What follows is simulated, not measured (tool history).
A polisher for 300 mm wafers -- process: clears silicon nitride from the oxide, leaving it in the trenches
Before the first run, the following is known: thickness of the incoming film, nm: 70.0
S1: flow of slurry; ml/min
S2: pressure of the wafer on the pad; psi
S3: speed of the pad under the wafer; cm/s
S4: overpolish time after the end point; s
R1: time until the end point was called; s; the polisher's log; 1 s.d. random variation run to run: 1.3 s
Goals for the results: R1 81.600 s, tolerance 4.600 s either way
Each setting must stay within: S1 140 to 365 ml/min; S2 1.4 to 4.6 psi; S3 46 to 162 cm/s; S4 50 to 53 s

run	hour	S1	S2	S3	S4	R1
1	0.0	235	3.0	104	50	55.685
2	4.6	235	2.8	104	50	58.319
3	8.0	235	2.6	104	50	62.741
4	14.9	210	2.6	104	50	63.890
5	19.7	175	2.6	104	50	68.845
6	26.0	170	2.5	104	50	71.775
7	27.8	170	2.4	104	50	71.321
8	36.5	170	2.3	104	50	75.835

Of the 4 settings listed for the next run, only one would bring every result within its allowed miss of target. Which one?
A	45.2	160	2.4	124	50	?
B	45.2	170	2.4	110	53	?
C	45.2	195	2.2	98	50	?
D	45.2	185	1.8	104	50	?

move	R1
A	63.877
B	69.955
C	81.846
D	94.839
A: further off than the last run
B: further off than the last run
C: hits every target within its allowed miss
D: moves the result that the last run missed by most past its target, out the other side
So the answer is move C, the one that meets all the targets.

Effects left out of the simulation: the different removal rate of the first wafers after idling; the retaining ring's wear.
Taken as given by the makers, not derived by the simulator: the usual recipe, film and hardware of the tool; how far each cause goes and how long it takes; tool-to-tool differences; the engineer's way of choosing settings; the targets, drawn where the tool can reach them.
